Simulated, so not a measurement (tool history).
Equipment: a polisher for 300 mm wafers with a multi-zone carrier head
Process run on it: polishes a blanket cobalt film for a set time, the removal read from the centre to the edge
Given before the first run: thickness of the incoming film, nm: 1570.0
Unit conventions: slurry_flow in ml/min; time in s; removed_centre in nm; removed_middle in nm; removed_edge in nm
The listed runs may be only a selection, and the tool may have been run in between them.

{"run": 1, "hour": 0.0, "slurry_flow": 225, "centre_zone": 1.0, "middle_zone": 1.0, "edge_zone": 1.0, "time": 75, "removed_centre": 427.51, "removed_middle": 421.97, "removed_edge": 435.7}
{"run": 2, "hour": 1.7, "slurry_flow": 225, "centre_zone": 0.94, "middle_zone": 1.0, "edge_zone": 1.0, "time": 75, "removed_centre": 403.72, "removed_middle": 418.72, "removed_edge": 444.32}
{"run": 3, "hour": 9.3, "slurry_flow": 220, "centre_zone": 0.94, "middle_zone": 1.0, "edge_zone": 0.98, "time": 74, "removed_centre": 402.7, "removed_middle": 420.8, "removed_edge": 426.19}
{"run": 4, "hour": 11.3, "slurry_flow": 220, "centre_zone": 0.94, "middle_zone": 1.0, "edge_zone": 0.9, "time": 74, "removed_centre": 398.47, "removed_middle": 415.29, "removed_edge": 407.29}
{"run": 5, "hour": 13.5, "slurry_flow": 215, "centre_zone": 0.93, "middle_zone": 0.99, "edge_zone": 0.89, "time": 73, "removed_centre": 387.54, "removed_middle": 404.97, "removed_edge": 404.69}
{"run": 6, "hour": 18.1, "slurry_flow": 245, "centre_zone": 0.93, "middle_zone": 0.99, "edge_zone": 0.89, "time": 73, "removed_centre": 392.21, "removed_middle": 415.58, "removed_edge": 402.68}
{"run": 7, "hour": 25.0, "slurry_flow": 245, "centre_zone": 0.93, "middle_zone": 0.98, "edge_zone": 0.88, "time": 72, "removed_centre": 391.34, "removed_middle": 404.98, "removed_edge": 392.3}
{"run": 8, "hour": 30.4, "slurry_flow": 245, "centre_zone": 0.92, "middle_zone": 0.97, "edge_zone": 0.88, "time": 71, "removed_centre": 379.81, "removed_middle": 397.15, "removed_edge": 388.17}

Expected results for the next run?
{"run": 9, "hour": 36.7, "slurry_flow": 245, "centre_zone": 0.92, "middle_zone": 0.96, "edge_zone": 0.87, "time": 70, "removed_centre": "?", "removed_middle": "?", "removed_edge": "?"}

Run 9 yielded removed_centre 374.75 nm, removed_middle 385.89 nm, removed_edge 383.14 nm.

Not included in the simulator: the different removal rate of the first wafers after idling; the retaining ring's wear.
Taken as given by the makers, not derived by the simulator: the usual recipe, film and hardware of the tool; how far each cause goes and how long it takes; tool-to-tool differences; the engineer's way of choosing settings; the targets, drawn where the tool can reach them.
